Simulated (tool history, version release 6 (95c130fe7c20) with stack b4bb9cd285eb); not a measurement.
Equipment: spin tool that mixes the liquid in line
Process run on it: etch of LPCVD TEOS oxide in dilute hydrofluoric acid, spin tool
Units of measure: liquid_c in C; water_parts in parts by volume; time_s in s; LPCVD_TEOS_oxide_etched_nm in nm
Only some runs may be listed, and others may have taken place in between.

run 1 hour=0.0 | liquid_c=25.0 water_parts=95 time_s=50 | LPCVD_TEOS_oxide_etched_nm=20.087
run 2 hour=7.6 | liquid_c=26.5 water_parts=80 time_s=50 | LPCVD_TEOS_oxide_etched_nm=25.618
run 3 hour=9.8 | liquid_c=28.0 water_parts=70 time_s=50 | LPCVD_TEOS_oxide_etched_nm=31.720
run 4 hour=17.7 | liquid_c=25.5 water_parts=70 time_s=50 | LPCVD_TEOS_oxide_etched_nm=28.909
run 5 hour=19.8 | liquid_c=25.5 water_parts=70 time_s=50 | LPCVD_TEOS_oxide_etched_nm=28.763
run 6 hour=23.1 | liquid_c=27.5 water_parts=70 time_s=50 | LPCVD_TEOS_oxide_etched_nm=30.776
run 7 hour=24.3 | liquid_c=28.5 water_parts=60 time_s=50 | LPCVD_TEOS_oxide_etched_nm=38.406

Forecast run 8:
run 8 hour=31.9 | liquid_c=29.5 water_parts=55 time_s=50 | LPCVD_TEOS_oxide_etched_nm=?

LPCVD_TEOS_oxide_etched_nm: 43.610 nm
